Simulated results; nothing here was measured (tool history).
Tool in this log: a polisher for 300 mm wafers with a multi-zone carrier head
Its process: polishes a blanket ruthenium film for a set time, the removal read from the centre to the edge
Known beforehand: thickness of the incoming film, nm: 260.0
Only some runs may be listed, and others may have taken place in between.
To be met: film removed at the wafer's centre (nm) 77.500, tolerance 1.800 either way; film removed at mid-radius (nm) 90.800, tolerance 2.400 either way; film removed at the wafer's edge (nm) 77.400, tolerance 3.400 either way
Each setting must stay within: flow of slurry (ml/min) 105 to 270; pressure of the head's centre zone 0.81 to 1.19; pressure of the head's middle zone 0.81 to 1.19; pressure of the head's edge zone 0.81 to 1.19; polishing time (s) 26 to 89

run,hour,flow of slurry (ml/min),pressure of the head's centre zone,pressure of the head's middle zone,pressure of the head's edge zone,polishing time (s),film removed at the wafer's centre (nm),film removed at mid-radius (nm),film removed at the wafer's edge (nm)
1,0.0,175,1.00,1.00,1.00,57,56.110,58.806,60.248
2,6.9,145,1.00,1.00,1.00,57,53.722,56.313,58.629
3,14.4,145,1.00,1.03,1.00,57,53.746,59.089,57.799
4,20.9,145,1.00,1.03,0.95,57,53.443,57.897,56.625
5,26.7,165,1.02,1.06,1.00,59,58.302,63.247,60.539
6,31.1,165,1.02,1.06,0.93,59,58.142,63.853,59.503
7,35.3,180,1.02,1.08,0.95,61,62.410,68.409,62.636
8,37.3,230,0.99,1.18,1.05,71,73.904,89.885,79.089
9,43.9,235,1.00,1.18,1.04,71,74.060,89.916,79.090

5 candidate next runs follow, results not yet known. Just one meets every target within its allowed miss. Identify it.
A,50.5,255,1.04,1.19,1.02,70,?,?,?
B,50.5,225,1.05,1.13,1.01,70,?,?,?
C,50.5,260,0.99,1.19,1.06,69,?,?,?
D,50.5,225,1.04,1.15,1.01,71,?,?,?
E,50.5,260,1.05,1.11,1.13,74,?,?,?

move,film removed at the wafer's centre (nm),film removed at mid-radius (nm),film removed at the wafer's edge (nm)
A,79.164,88.953,77.821
B,78.004,83.279,76.326
C,74.514,87.973,78.352
D,78.370,85.758,77.395
E,84.747,88.818,86.880
A: every result within its allowed miss
B: brings the last run's worst result on target, with another outside its allowed miss
C: moves toward the targets from the last run without getting all of them in spec
D: brings the last run's worst result on target, with another outside its allowed miss
E: takes the biggest miss from the last run beyond its target
Answer: A
